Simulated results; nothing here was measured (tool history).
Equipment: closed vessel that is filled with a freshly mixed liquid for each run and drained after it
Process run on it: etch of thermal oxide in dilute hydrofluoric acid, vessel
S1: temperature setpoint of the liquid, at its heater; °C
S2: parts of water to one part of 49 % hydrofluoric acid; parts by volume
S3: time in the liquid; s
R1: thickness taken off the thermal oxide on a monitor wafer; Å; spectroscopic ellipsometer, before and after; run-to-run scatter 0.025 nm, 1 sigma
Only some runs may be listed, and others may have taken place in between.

run	day	S1	S2	S3	R1
1	0	24	50	40	49.529
2	0.342	22.5	50	40	46.971
3	0.729	22.5	65	40	34.654
4	1.071	23	65	40	35.946
5	1.421	21.5	65	40	33.761
6	1.662	22.5	65	40	34.953

Forecast run 7:
7	1.971	23	65	40	?

Logged for run 7: R1 36.052 Å.
